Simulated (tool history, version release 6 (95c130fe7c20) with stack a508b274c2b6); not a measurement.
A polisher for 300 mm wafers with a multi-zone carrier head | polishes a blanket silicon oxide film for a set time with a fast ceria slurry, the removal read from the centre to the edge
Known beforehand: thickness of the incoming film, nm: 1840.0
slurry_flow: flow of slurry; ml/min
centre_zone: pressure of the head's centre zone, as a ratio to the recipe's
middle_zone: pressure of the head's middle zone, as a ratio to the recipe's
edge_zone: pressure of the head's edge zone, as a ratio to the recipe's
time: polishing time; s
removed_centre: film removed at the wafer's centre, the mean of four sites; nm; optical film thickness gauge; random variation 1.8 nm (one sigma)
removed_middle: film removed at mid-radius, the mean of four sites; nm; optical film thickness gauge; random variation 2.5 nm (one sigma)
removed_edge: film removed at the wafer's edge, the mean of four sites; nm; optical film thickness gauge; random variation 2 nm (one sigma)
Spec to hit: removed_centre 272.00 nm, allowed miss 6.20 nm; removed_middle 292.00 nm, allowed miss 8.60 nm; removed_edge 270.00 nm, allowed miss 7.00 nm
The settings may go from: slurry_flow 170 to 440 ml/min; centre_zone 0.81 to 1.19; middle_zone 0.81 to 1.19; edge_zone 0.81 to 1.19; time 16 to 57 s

run	hour	slurry_flow	centre_zone	middle_zone	edge_zone	time	removed_centre	removed_middle	removed_edge
1	0.0	280	1.00	1.00	1.00	36	340.48	347.14	340.69
2	3.6	280	1.05	1.00	1.00	36	361.23	346.55	340.36
3	6.0	280	1.05	1.07	1.00	36	364.66	355.98	342.31
4	13.7	280	1.05	1.07	0.96	36	363.11	358.93	334.09
5	18.1	280	1.05	1.07	1.04	36	359.72	363.44	348.42
6	25.7	335	1.05	1.07	1.04	36	369.11	371.19	354.96
7	32.9	265	0.95	0.98	0.94	30	267.08	279.28	277.80
8	34.4	265	0.95	0.98	0.94	30	267.56	285.07	274.71

4 candidate next runs follow, results not yet known. Just one meets every target within its allowed miss. Identify it.
A	35.9	290	0.95	0.90	0.97	30	?	?	?
B	35.9	345	1.00	0.94	0.84	29	?	?	?
C	35.9	260	0.93	0.96	1.01	30	?	?	?
D	35.9	250	0.94	1.00	0.86	31	?	?	?

move	removed_centre	removed_middle	removed_edge
A	272.68	271.33	285.13
B	282.96	273.44	261.56
C	263.23	277.87	287.69
D	273.49	292.58	274.95
A: misses by more than the last run did
B: misses by more than the last run did
C: misses by more than the last run did
D: every result lands within tolerance
Move D is the one to make.

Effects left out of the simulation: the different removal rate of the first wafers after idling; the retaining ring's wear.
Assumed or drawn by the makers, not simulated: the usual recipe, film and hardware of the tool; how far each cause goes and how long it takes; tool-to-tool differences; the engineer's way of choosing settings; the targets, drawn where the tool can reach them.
